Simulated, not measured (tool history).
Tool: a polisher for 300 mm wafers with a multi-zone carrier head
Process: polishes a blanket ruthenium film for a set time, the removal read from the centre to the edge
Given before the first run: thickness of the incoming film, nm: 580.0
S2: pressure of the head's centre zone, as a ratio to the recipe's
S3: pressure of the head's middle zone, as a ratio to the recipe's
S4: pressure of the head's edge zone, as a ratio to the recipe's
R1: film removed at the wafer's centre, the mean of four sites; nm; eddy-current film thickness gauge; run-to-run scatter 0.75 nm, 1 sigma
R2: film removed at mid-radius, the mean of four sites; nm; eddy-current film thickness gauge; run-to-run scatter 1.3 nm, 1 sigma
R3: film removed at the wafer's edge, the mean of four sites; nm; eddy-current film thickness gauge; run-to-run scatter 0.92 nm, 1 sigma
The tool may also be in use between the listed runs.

Run 1, hour 0: flow of slurry (ml/min) 260, S2 1, S3 1, S4 1, polishing time (s) 70. Result: R1 136.42 nm, R2 134.74 nm, R3 138.36 nm.
Run 2, hour 1: flow of slurry (ml/min) 320, S2 1, S3 1, S4 1, polishing time (s) 70. Result: R1 139.87 nm, R2 138.69 nm, R3 141.67 nm.
Run 3, hour 1.6: flow of slurry (ml/min) 310, S2 0.97, S3 0.99, S4 0.97, polishing time (s) 69. Result: R1 133.33 nm, R2 136.12 nm, R3 137.04 nm.
Run 4, hour 10.4: flow of slurry (ml/min) 260, S2 0.97, S3 0.99, S4 0.97, polishing time (s) 69. Result: R1 128.16 nm, R2 130.5 nm, R3 135.02 nm.
Run 5, hour 16.1: flow of slurry (ml/min) 255, S2 0.95, S3 0.99, S4 0.95, polishing time (s) 68. Result: R1 125.72 nm, R2 132.63 nm, R3 129.81 nm.
Run 6, hour 23.7: flow of slurry (ml/min) 255, S2 0.91, S3 0.99, S4 0.95, polishing time (s) 68. Result: R1 118.26 nm, R2 131.63 nm, R3 129.62 nm.
Run 7, hour 29.8: flow of slurry (ml/min) 245, S2 0.89, S3 0.97, S4 0.93, polishing time (s) 67. Result: R1 112.89 nm, R2 129.19 nm, R3 127.92 nm.
Run 8, hour 35.4: flow of slurry (ml/min) 240, S2 0.89, S3 0.96, S4 0.92, polishing time (s) 66. Result: R1 112.48 nm, R2 121.64 nm, R3 125.47 nm.

For run 9, what comes out?
Run 9, hour 42.3: flow of slurry (ml/min) 235, S2 0.88, S3 0.96, S4 0.9, polishing time (s) 65. Result: R1 ?, R2 ?, R3 ?.

Run 9 measured R1 109.18 nm, R2 120.78 nm, R3 120.44 nm.

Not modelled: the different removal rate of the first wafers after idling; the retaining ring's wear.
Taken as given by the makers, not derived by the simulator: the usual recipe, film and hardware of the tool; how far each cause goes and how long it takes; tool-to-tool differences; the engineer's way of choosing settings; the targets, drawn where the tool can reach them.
